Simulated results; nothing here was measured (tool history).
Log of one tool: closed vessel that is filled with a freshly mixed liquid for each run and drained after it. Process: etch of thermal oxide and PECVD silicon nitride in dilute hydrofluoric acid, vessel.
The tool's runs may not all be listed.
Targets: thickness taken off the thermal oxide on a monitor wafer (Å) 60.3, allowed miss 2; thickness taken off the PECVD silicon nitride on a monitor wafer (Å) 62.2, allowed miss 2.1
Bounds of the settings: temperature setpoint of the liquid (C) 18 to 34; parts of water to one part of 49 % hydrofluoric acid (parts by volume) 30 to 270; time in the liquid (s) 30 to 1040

run    day  temperature setpoint of the liquid (C)  parts of water to one part of 49 % hydrofluoric acid (parts by volume)  time in the liquid (s)  thickness taken off the thermal oxide on a monitor wafer (Å)  thickness taken off the PECVD silicon nitride on a monitor wafer (Å)
  1      0                                      26                                                                     150                     530                                                        181.59                                                                223.92
  2  0.146                                      23                                                                     150                     530                                                        159.66                                                                 185.2
  3  0.275                                      23                                                                     150                     720                                                        219.32                                                                249.87
  4  0.442                                      22                                                                     165                     685                                                        183.09                                                                205.91
  5  0.525                                      22                                                                     165                     565                                                        149.52                                                                168.63
  6  0.775                                    21.5                                                                     180                     550                                                        128.78                                                                144.71
  7  1.133                                      21                                                                     195                     540                                                        110.69                                                                129.01
  8  1.246                                      18                                                                     215                     285                                                          47.4                                                                50.555
  9  1.467                                      18                                                                     210                     280                                                        47.852                                                                51.249
 10  1.792                                      18                                                                     210                     280                                                        47.622                                                                50.451
 11  1.888                                      18                                                                     205                     275                                                        47.304                                                                51.329
 12   2.15                                      18                                                                     160                     250                                                        58.756                                                                59.122

Which of these 4 next moves meets every target?
  A  2.412                                    20.5                                                                     215                     315                                                             ?                                                                     ?
  B  2.412                                      18                                                                     135                     210                                                             ?                                                                     ?
  C  2.412                                      20                                                                     235                     355                                                             ?                                                                     ?
  D  2.412                                    18.5                                                                     165                     265                                                             ?                                                                     ?

move  thickness taken off the thermal oxide on a monitor wafer (Å)  thickness taken off the PECVD silicon nitride on a monitor wafer (Å)
   A                                                        56.615                                                                65.131
   B                                                         58.96                                                                 57.72
   C                                                        56.185                                                                65.176
   D                                                        60.285                                                                 62.05
A: takes the result that was furthest off past its target
B: further off than the last run
C: takes the result that was furthest off past its target
D: meets every target
The right move is D.

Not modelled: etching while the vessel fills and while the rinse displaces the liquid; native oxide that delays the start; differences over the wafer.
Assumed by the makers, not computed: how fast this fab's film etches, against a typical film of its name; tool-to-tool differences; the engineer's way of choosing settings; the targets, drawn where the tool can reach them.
